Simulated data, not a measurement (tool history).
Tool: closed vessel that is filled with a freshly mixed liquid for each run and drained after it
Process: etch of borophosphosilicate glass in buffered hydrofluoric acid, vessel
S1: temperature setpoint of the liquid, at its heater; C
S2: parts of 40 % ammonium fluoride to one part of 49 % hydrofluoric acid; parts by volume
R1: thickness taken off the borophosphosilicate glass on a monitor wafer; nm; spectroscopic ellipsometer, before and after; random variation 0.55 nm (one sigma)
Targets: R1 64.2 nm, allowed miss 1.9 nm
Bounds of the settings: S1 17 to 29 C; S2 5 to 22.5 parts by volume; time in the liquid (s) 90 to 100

Run 1, day 0: S1 21 C, S2 13.5 parts by volume, time in the liquid (s) 90. Result: R1 88.567 nm.
Run 2, day 0.062: S1 20.5 C, S2 13.5 parts by volume, time in the liquid (s) 90. Result: R1 87.166 nm.
Run 3, day 0.308: S1 20 C, S2 13.5 parts by volume, time in the liquid (s) 90. Result: R1 83.036 nm.
Run 4, day 0.625: S1 20 C, S2 13.5 parts by volume, time in the liquid (s) 100. Result: R1 94.238 nm.
Run 5, day 0.667: S1 23.5 C, S2 13.5 parts by volume, time in the liquid (s) 100. Result: R1 113.06 nm.
Run 6, day 0.888: S1 21.5 C, S2 13.5 parts by volume, time in the liquid (s) 100. Result: R1 100.21 nm.
Run 7, day 1.096: S1 21 C, S2 14 parts by volume, time in the liquid (s) 100. Result: R1 95.616 nm.
Run 8, day 1.333: S1 17 C, S2 17.5 parts by volume, time in the liquid (s) 100. Result: R1 60.492 nm.

4 next moves are on the table. One of them brings every result within its allowed miss. Which?
Run A, day 1.571: S1 18.5 C, S2 18.5 parts by volume, time in the liquid (s) 95. Result: R1 ?.
Run B, day 1.571: S1 17 C, S2 17 parts by volume, time in the liquid (s) 95. Result: R1 ?.
Run C, day 1.571: S1 17.5 C, S2 19 parts by volume, time in the liquid (s) 100. Result: R1 ?.
Run D, day 1.571: S1 17 C, S2 16.5 parts by volume, time in the liquid (s) 100. Result: R1 ?.

move      R1
   A  60.934
   B  60.033
   C  59.521
   D  65.092
A: nearer than the last run, and not there yet
B: further off than the last run
C: further off than the last run
D: meets every target
Answer: D
